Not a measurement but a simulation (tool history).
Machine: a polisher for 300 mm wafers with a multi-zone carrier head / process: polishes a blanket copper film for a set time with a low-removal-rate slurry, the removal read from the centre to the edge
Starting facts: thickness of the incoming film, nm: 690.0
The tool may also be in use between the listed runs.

run,hour,flow of slurry (ml/min),pressure of the head's centre zone,pressure of the head's middle zone,pressure of the head's edge zone,abrasive content of the slurry,polishing time (s),film removed at the wafer's centre (nm),film removed at mid-radius (nm),film removed at the wafer's edge (nm)
1,0,185,1,1,1,1,61,226.1,219.76,219.26
2,4.5,190,1.03,0.98,1.04,1.1,64,252.29,231.2,237.09
3,8.6,190,1.03,1.04,1.04,1.1,64,252.12,248.41,248.59
4,12.9,190,0.96,1.04,1.04,1.1,64,232.49,244.06,239.76
5,16.5,185,1.01,1.03,1.07,1.2,66,259,257.51,259.26
6,23.1,185,1.01,1.03,1.07,1.05,66,248.6,250.87,250.18
7,28.2,185,1.04,1.01,1.1,1.15,68,273.1,261.44,267.29

Predict the results of run 8:
8,30.2,185,1.06,0.99,1.12,1.25,69,?,?,?

Run 8 came out at film removed at the wafer's centre (nm) 285.21, film removed at mid-radius (nm) 254.39, film removed at the wafer's edge (nm) 284.93.
